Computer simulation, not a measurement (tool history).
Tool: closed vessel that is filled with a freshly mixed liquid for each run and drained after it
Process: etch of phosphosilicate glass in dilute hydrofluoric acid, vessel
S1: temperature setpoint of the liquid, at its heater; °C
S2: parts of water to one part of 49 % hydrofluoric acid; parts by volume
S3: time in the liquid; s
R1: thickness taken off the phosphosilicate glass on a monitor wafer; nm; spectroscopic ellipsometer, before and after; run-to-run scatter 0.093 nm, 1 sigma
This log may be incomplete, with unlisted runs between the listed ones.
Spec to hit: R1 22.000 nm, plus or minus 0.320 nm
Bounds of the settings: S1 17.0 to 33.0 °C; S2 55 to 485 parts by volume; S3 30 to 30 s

Run 1, hour 0.0: S1 25.0 °C, S2 270 parts by volume, S3 30 s. Result: R1 16.867 nm.
Run 2, hour 7.4: S1 25.0 °C, S2 270 parts by volume, S3 30 s. Result: R1 16.785 nm.
Run 3, hour 15.1: S1 27.0 °C, S2 270 parts by volume, S3 30 s. Result: R1 18.099 nm.
Run 4, hour 19.6: S1 28.5 °C, S2 270 parts by volume, S3 30 s. Result: R1 19.059 nm.
Run 5, hour 23.5: S1 28.5 °C, S2 270 parts by volume, S3 30 s. Result: R1 19.163 nm.
Run 6, hour 30.0: S1 28.5 °C, S2 270 parts by volume, S3 30 s. Result: R1 19.069 nm.
Run 7, hour 36.2: S1 29.5 °C, S2 270 parts by volume, S3 30 s. Result: R1 19.740 nm.
Run 8, hour 42.5: S1 30.5 °C, S2 270 parts by volume, S3 30 s. Result: R1 20.235 nm.
Run 9, hour 44.3: S1 33.0 °C, S2 265 parts by volume, S3 30 s. Result: R1 22.484 nm.

4 candidate next runs follow, results not yet known. Just one meets every target within its allowed miss. Identify it.
Run A, hour 46.1: S1 33.0 °C, S2 280 parts by volume, S3 30 s. Result: R1 ?.
Run B, hour 46.1: S1 33.0 °C, S2 270 parts by volume, S3 30 s. Result: R1 ?.
Run C, hour 46.1: S1 32.5 °C, S2 275 parts by volume, S3 30 s. Result: R1 ?.
Run D, hour 46.1: S1 32.0 °C, S2 270 parts by volume, S3 30 s. Result: R1 ?.

move      R1
   A  21.039
   B  22.081
   C  21.212
   D  21.388
A: takes the result that was furthest off past its target
B: every result lands within tolerance
C: takes the result that was furthest off past its target
D: takes the result that was furthest off past its target
Answer: B

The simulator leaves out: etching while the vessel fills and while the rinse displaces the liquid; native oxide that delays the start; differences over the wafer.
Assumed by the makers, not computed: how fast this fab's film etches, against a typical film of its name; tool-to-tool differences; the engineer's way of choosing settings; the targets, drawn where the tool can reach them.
